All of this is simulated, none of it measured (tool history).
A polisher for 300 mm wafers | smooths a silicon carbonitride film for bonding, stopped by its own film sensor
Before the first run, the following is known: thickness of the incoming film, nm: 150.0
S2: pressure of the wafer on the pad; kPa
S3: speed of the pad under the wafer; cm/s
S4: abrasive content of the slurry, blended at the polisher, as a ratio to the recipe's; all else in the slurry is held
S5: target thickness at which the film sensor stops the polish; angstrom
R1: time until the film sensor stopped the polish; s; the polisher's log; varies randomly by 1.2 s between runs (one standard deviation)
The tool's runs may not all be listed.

run 1 hour=0.0 | flow_of_slurry_(ml/min)=235 S2=17.2 S3=104 S4=1.0 S5=1110 | R1=110.29
run 2 hour=3.1 | flow_of_slurry_(ml/min)=235 S2=17.2 S3=84 S4=1.0 S5=1110 | R1=127.51
run 3 hour=9.3 | flow_of_slurry_(ml/min)=235 S2=19.3 S3=86 S4=1.0 S5=1110 | R1=111.42
run 4 hour=13.0 | flow_of_slurry_(ml/min)=275 S2=19.3 S3=86 S4=1.0 S5=1110 | R1=110.32
run 5 hour=15.0 | flow_of_slurry_(ml/min)=275 S2=19.3 S3=86 S4=1.0 S5=1090 | R1=117.45
run 6 hour=16.5 | flow_of_slurry_(ml/min)=275 S2=20.7 S3=88 S4=1.0 S5=1090 | R1=106.97

Run 7 has not been measured yet. What should we expect?
run 7 hour=22.8 | flow_of_slurry_(ml/min)=275 S2=22.1 S3=88 S4=1.0 S5=1090 | R1=?

Run 7 gave R1 101.01 s.

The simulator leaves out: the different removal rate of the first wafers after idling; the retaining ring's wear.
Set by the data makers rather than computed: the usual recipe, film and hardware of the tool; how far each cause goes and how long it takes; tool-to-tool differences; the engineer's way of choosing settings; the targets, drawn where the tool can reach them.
